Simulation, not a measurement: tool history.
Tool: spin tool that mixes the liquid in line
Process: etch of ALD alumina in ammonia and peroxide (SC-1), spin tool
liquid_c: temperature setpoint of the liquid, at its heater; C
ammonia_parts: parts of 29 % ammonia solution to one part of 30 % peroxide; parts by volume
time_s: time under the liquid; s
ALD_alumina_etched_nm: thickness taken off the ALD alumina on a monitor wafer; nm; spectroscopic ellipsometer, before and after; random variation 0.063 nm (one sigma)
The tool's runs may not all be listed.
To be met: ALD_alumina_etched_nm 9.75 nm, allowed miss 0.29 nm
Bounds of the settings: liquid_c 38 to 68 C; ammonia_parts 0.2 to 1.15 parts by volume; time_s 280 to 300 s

Run 1, hour 0: liquid_c 52 C, ammonia_parts 0.65 parts by volume, time_s 280 s. Result: ALD_alumina_etched_nm 16.036 nm.
Run 2, hour 1.1: liquid_c 51 C, ammonia_parts 0.65 parts by volume, time_s 280 s. Result: ALD_alumina_etched_nm 15.083 nm.
Run 3, hour 3.9: liquid_c 51 C, ammonia_parts 0.65 parts by volume, time_s 300 s. Result: ALD_alumina_etched_nm 16.172 nm.
Run 4, hour 6.2: liquid_c 51 C, ammonia_parts 0.45 parts by volume, time_s 300 s. Result: ALD_alumina_etched_nm 15.695 nm.
At hour 13.1: new drum of ammonia solution connected.
Run 5, hour 13.1: liquid_c 51 C, ammonia_parts 0.35 parts by volume, time_s 300 s. Result: ALD_alumina_etched_nm 15.469 nm.
Run 6, hour 18.9: liquid_c 48.5 C, ammonia_parts 0.35 parts by volume, time_s 300 s. Result: ALD_alumina_etched_nm 13.486 nm.
Run 7, hour 26.2: liquid_c 48 C, ammonia_parts 0.35 parts by volume, time_s 300 s. Result: ALD_alumina_etched_nm 12.992 nm.
Run 8, hour 29.8: liquid_c 42 C, ammonia_parts 0.35 parts by volume, time_s 300 s. Result: ALD_alumina_etched_nm 9.2378 nm.
Run 9, hour 30.8: liquid_c 42 C, ammonia_parts 0.35 parts by volume, time_s 300 s. Result: ALD_alumina_etched_nm 9.2856 nm.

Which of these 4 next moves meets every target?
Run A, hour 31.8: liquid_c 45 C, ammonia_parts 0.4 parts by volume, time_s 280 s. Result: ALD_alumina_etched_nm ?.
Run B, hour 31.8: liquid_c 42.5 C, ammonia_parts 0.4 parts by volume, time_s 300 s. Result: ALD_alumina_etched_nm ?.
Run C, hour 31.8: liquid_c 42 C, ammonia_parts 0.35 parts by volume, time_s 290 s. Result: ALD_alumina_etched_nm ?.
Run D, hour 31.8: liquid_c 43 C, ammonia_parts 0.4 parts by volume, time_s 280 s. Result: ALD_alumina_etched_nm ?.

move  ALD_alumina_etched_nm
   A                 10.385
   B                 9.6375
   C                 8.9349
   D                 9.2592
A: takes the result that was furthest off past its target
B: meets every target
C: further off than the last run
D: further off than the last run
Move B is the one to make.

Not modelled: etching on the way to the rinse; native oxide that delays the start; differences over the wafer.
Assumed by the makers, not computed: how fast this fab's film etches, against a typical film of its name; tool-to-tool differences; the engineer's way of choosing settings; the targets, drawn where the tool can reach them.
